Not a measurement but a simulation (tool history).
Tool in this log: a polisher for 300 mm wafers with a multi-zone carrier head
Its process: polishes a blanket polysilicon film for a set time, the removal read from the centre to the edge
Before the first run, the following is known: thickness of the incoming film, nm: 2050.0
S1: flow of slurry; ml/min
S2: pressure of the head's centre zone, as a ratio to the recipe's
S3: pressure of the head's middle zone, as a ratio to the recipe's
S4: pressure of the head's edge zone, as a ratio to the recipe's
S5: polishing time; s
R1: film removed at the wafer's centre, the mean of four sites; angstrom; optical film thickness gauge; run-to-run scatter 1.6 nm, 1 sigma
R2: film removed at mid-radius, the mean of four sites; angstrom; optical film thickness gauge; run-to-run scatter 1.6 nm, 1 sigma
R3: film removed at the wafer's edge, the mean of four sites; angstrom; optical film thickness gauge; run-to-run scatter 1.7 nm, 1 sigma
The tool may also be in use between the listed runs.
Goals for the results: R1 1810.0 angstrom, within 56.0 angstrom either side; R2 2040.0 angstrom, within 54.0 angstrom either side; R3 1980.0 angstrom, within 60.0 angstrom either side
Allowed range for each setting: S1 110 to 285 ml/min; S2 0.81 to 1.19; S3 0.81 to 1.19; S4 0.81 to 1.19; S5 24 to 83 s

run,hour,S1,S2,S3,S4,S5,R1,R2,R3
1,0.0,180,1.00,1.00,1.00,53,3001.0,3085.2,3081.2
2,5.8,175,0.99,0.99,0.98,51,2861.0,2918.4,2886.5
3,10.3,170,0.97,0.98,0.97,50,2792.5,2823.1,2837.2
4,13.5,170,0.97,0.98,0.91,50,2713.9,2865.2,2762.3
5,20.8,165,0.96,0.98,0.90,48,2627.1,2680.4,2623.8
6,27.4,165,1.02,0.98,0.90,48,2729.3,2719.5,2590.2
7,31.4,160,1.00,0.98,0.89,46,2582.9,2597.5,2474.8
8,37.4,155,0.98,0.98,0.88,45,2434.7,2515.3,2403.1
9,44.1,150,0.97,0.98,0.88,44,2362.1,2468.8,2345.4
10,45.7,145,0.96,0.98,0.88,43,2255.7,2362.9,2273.0
11,54.3,145,0.96,0.98,0.88,43,2291.9,2376.2,2284.4
12,60.5,145,0.96,0.98,0.88,43,2252.4,2361.4,2252.8
13,66.6,140,0.95,0.98,0.88,43,2172.3,2359.9,2263.0
14,67.9,140,0.95,0.98,0.87,42,2173.1,2313.0,2202.5
15,71.3,135,0.94,0.98,0.87,42,2090.3,2311.2,2183.4
16,79.0,125,0.88,0.91,0.82,38,1753.0,1917.3,1923.5
17,87.8,130,0.88,0.91,0.82,38,1755.6,1928.6,1897.8

Which of these 5 next moves meets every target?
A,96.6,120,0.82,0.88,0.86,39,?,?,?
B,96.6,140,0.84,1.10,0.81,37,?,?,?
C,96.6,135,0.89,0.96,0.87,38,?,?,?
D,96.6,135,0.92,0.91,0.81,36,?,?,?
E,96.6,115,0.93,0.94,0.81,38,?,?,?

move,R1,R2,R3
A,1633.9,1915.3,1991.2
B,1664.7,2195.1,1887.7
C,1792.9,2037.2,1991.7
D,1755.8,1863.3,1828.9
E,1782.4,1922.8,1872.0
A: its largest miss is bigger than the last run's
B: the result that was furthest off in the last run now lies on the other side of its target
C: all results in spec
D: its largest miss is bigger than the last run's
E: its largest miss is bigger than the last run's
Answer: C
